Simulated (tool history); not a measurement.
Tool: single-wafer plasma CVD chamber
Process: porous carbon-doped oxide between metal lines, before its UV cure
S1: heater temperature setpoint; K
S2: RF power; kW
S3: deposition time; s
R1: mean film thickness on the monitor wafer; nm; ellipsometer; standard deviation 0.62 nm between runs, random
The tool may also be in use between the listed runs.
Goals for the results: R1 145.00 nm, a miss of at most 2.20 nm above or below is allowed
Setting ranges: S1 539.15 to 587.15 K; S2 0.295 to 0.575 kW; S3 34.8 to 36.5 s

run	hour	S1	S2	S3	R1
1	0.0	563.15	0.435	36.5	172.78
2	8.9	566.15	0.430	36.5	168.95
3	13.6	566.15	0.465	36.5	179.09
4	15.4	556.15	0.465	36.5	194.00
5	18.7	560.15	0.460	36.5	185.76
6	22.7	564.15	0.460	36.5	181.99
7	26.1	567.15	0.455	36.5	175.55
8	29.9	579.15	0.420	36.4	150.87
9	38.9	580.15	0.420	36.4	149.91
10	42.7	581.15	0.420	36.4	148.90

Of the 4 settings listed for the next run, only one would bring every result within its allowed miss of target. Which one?
A	46.5	578.15	0.420	36.1	?
B	46.5	581.15	0.390	36.5	?
C	46.5	578.15	0.415	35.1	?
D	46.5	584.15	0.405	36.1	?

move	R1
A	150.47
B	138.70
C	144.71
D	139.98
A: further off than the last run
B: pushes the last run's worst result past its target
C: hits every target within its allowed miss
D: pushes the last run's worst result past its target
Correct choice: C, which meets every target
